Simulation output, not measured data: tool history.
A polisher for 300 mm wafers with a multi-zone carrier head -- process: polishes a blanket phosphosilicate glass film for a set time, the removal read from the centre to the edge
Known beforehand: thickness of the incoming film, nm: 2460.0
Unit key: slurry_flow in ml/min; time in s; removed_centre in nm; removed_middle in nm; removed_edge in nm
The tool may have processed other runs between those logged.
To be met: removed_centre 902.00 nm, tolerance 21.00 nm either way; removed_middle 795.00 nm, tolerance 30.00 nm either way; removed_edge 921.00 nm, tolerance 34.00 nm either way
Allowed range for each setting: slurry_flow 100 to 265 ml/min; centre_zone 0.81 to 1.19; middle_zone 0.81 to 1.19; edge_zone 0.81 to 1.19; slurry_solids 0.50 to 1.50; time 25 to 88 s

Run 1, hour 0.0: slurry_flow 170 ml/min, centre_zone 1.00, middle_zone 1.00, edge_zone 1.00, slurry_solids 1.00, time 56 s. Result: removed_centre 699.39 nm, removed_middle 709.52 nm, removed_edge 720.48 nm.
Run 2, hour 4.4: slurry_flow 175 ml/min, centre_zone 1.01, middle_zone 0.99, edge_zone 1.02, slurry_solids 1.05, time 56 s. Result: removed_centre 711.06 nm, removed_middle 709.86 nm, removed_edge 745.92 nm.
Run 3, hour 9.1: slurry_flow 175 ml/min, centre_zone 1.01, middle_zone 0.99, edge_zone 1.02, slurry_solids 0.95, time 56 s. Result: removed_centre 691.69 nm, removed_middle 694.95 nm, removed_edge 719.95 nm.
Run 4, hour 14.5: slurry_flow 175 ml/min, centre_zone 1.05, middle_zone 0.99, edge_zone 1.02, slurry_solids 0.95, time 56 s. Result: removed_centre 702.78 nm, removed_middle 707.70 nm, removed_edge 731.06 nm.
Run 5, hour 21.1: slurry_flow 175 ml/min, centre_zone 1.05, middle_zone 0.99, edge_zone 1.02, slurry_solids 0.95, time 45 s. Result: removed_centre 569.00 nm, removed_middle 567.63 nm, removed_edge 573.57 nm.
Run 6, hour 23.5: slurry_flow 175 ml/min, centre_zone 1.09, middle_zone 0.99, edge_zone 1.02, slurry_solids 0.95, time 45 s. Result: removed_centre 581.04 nm, removed_middle 553.91 nm, removed_edge 569.18 nm.
Run 7, hour 28.4: slurry_flow 180 ml/min, centre_zone 1.10, middle_zone 0.99, edge_zone 1.04, slurry_solids 1.05, time 46 s. Result: removed_centre 629.38 nm, removed_middle 594.57 nm, removed_edge 606.70 nm.
Run 8, hour 29.3: slurry_flow 180 ml/min, centre_zone 1.10, middle_zone 0.99, edge_zone 1.04, slurry_solids 1.05, time 46 s. Result: removed_centre 623.53 nm, removed_middle 587.04 nm, removed_edge 603.18 nm.
Run 9, hour 36.8: slurry_flow 180 ml/min, centre_zone 1.10, middle_zone 0.98, edge_zone 1.06, slurry_solids 1.10, time 48 s. Result: removed_centre 666.34 nm, removed_middle 628.06 nm, removed_edge 669.85 nm.
Run 10, hour 44.4: slurry_flow 185 ml/min, centre_zone 1.11, middle_zone 0.98, edge_zone 1.08, slurry_solids 1.15, time 48 s. Result: removed_centre 678.92 nm, removed_middle 634.80 nm, removed_edge 681.86 nm.
Run 11, hour 50.3: slurry_flow 190 ml/min, centre_zone 1.12, middle_zone 0.98, edge_zone 1.09, slurry_solids 1.20, time 49 s. Result: removed_centre 720.48 nm, removed_middle 669.67 nm, removed_edge 703.36 nm.
Run 12, hour 59.2: slurry_flow 190 ml/min, centre_zone 1.12, middle_zone 0.98, edge_zone 1.09, slurry_solids 1.20, time 49 s. Result: removed_centre 721.24 nm, removed_middle 675.56 nm, removed_edge 715.13 nm.
Run 13, hour 62.5: slurry_flow 195 ml/min, centre_zone 1.13, middle_zone 0.97, edge_zone 1.10, slurry_solids 1.25, time 49 s. Result: removed_centre 730.80 nm, removed_middle 675.08 nm, removed_edge 721.35 nm.
Run 14, hour 70.2: slurry_flow 190 ml/min, centre_zone 1.13, middle_zone 0.97, edge_zone 1.11, slurry_solids 1.30, time 50 s. Result: removed_centre 751.52 nm, removed_middle 689.60 nm, removed_edge 758.79 nm.
Run 15, hour 73.2: slurry_flow 195 ml/min, centre_zone 1.14, middle_zone 0.97, edge_zone 1.12, slurry_solids 1.35, time 51 s. Result: removed_centre 780.19 nm, removed_middle 721.34 nm, removed_edge 782.02 nm.

Exactly one of the 4 candidate moves below puts every result within its allowed miss. Which one?
Run A, hour 76.2: slurry_flow 205 ml/min, centre_zone 1.13, middle_zone 0.98, edge_zone 1.15, slurry_solids 1.45, time 41 s. Result: removed_centre ?, removed_middle ?, removed_edge ?.
Run B, hour 76.2: slurry_flow 175 ml/min, centre_zone 1.12, middle_zone 0.81, edge_zone 1.18, slurry_solids 1.30, time 60 s. Result: removed_centre ?, removed_middle ?, removed_edge ?.
Run C, hour 76.2: slurry_flow 185 ml/min, centre_zone 1.10, middle_zone 0.81, edge_zone 1.19, slurry_solids 1.50, time 60 s. Result: removed_centre ?, removed_middle ?, removed_edge ?.
Run D, hour 76.2: slurry_flow 225 ml/min, centre_zone 1.12, middle_zone 0.92, edge_zone 1.17, slurry_solids 1.40, time 57 s. Result: removed_centre ?, removed_middle ?, removed_edge ?.

move  removed_centre  removed_middle  removed_edge
   A          641.35          595.84        649.51
   B          874.13          702.73        915.36
   C          911.76          742.04        968.29
   D          888.72          787.99        910.79
A: moves away from the targets compared with the last run
B: closes in on the targets versus the last run, not all within tolerance yet
C: corrects the largest miss of the last run, while another result sits out of spec
D: every result within its allowed miss
Answer: D
